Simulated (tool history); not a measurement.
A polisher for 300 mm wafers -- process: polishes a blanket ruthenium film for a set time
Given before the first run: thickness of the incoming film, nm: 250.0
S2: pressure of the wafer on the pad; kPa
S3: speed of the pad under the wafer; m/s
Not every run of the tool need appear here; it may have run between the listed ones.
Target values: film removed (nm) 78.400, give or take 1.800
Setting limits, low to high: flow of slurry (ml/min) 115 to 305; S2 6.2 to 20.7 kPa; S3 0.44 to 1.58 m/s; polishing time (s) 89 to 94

run 1 hour=0.0 | flow_of_slurry_(ml/min)=195 S2=13.1 S3=1.00 polishing_time_(s)=89 | film_removed_(nm)=103.480
run 2 hour=0.8 | flow_of_slurry_(ml/min)=170 S2=13.1 S3=1.00 polishing_time_(s)=89 | film_removed_(nm)=102.840
run 3 hour=6.1 | flow_of_slurry_(ml/min)=170 S2=15.2 S3=1.00 polishing_time_(s)=89 | film_removed_(nm)=115.820
run 4 hour=12.7 | flow_of_slurry_(ml/min)=170 S2=15.2 S3=1.00 polishing_time_(s)=94 | film_removed_(nm)=123.700
run 5 hour=21.0 | flow_of_slurry_(ml/min)=170 S2=15.2 S3=1.24 polishing_time_(s)=94 | film_removed_(nm)=142.650
run 6 hour=27.6 | flow_of_slurry_(ml/min)=165 S2=13.1 S3=1.24 polishing_time_(s)=94 | film_removed_(nm)=127.010
run 7 hour=31.3 | flow_of_slurry_(ml/min)=160 S2=11.7 S3=1.22 polishing_time_(s)=94 | film_removed_(nm)=113.570
run 8 hour=34.5 | flow_of_slurry_(ml/min)=155 S2=10.3 S3=1.22 polishing_time_(s)=94 | film_removed_(nm)=101.480
run 9 hour=43.0 | flow_of_slurry_(ml/min)=150 S2=9.7 S3=1.22 polishing_time_(s)=94 | film_removed_(nm)=96.316
run 10 hour=51.3 | flow_of_slurry_(ml/min)=145 S2=9.0 S3=1.22 polishing_time_(s)=94 | film_removed_(nm)=89.359
run 11 hour=52.8 | flow_of_slurry_(ml/min)=140 S2=9.0 S3=1.22 polishing_time_(s)=94 | film_removed_(nm)=91.036
run 12 hour=59.9 | flow_of_slurry_(ml/min)=135 S2=8.3 S3=1.22 polishing_time_(s)=94 | film_removed_(nm)=84.404
run 13 hour=61.1 | flow_of_slurry_(ml/min)=130 S2=8.3 S3=1.22 polishing_time_(s)=94 | film_removed_(nm)=84.156

Which single option among these 5 for the next run brings every result within its allowed miss of target? Just one does.
run A hour=62.3 | flow_of_slurry_(ml/min)=155 S2=9.0 S3=1.16 polishing_time_(s)=92 | film_removed_(nm)=?
run B hour=62.3 | flow_of_slurry_(ml/min)=120 S2=8.3 S3=1.16 polishing_time_(s)=92 | film_removed_(nm)=?
run C hour=62.3 | flow_of_slurry_(ml/min)=195 S2=8.3 S3=1.14 polishing_time_(s)=94 | film_removed_(nm)=?
run D hour=62.3 | flow_of_slurry_(ml/min)=215 S2=7.6 S3=1.00 polishing_time_(s)=94 | film_removed_(nm)=?
run E hour=62.3 | flow_of_slurry_(ml/min)=120 S2=9.7 S3=1.24 polishing_time_(s)=94 | film_removed_(nm)=?

move=A film_removed_(nm)=85.515
move=B film_removed_(nm)=77.954
move=C film_removed_(nm)=83.280
move=D film_removed_(nm)=72.032
move=E film_removed_(nm)=94.062
A: lands further from the targets than the last run did
B: all results in spec
C: an improvement on the last run, though not all results are within tolerance
D: carries the result that was furthest off beyond its target, to the other side
E: lands further from the targets than the last run did
Go with B: it meets all targets.
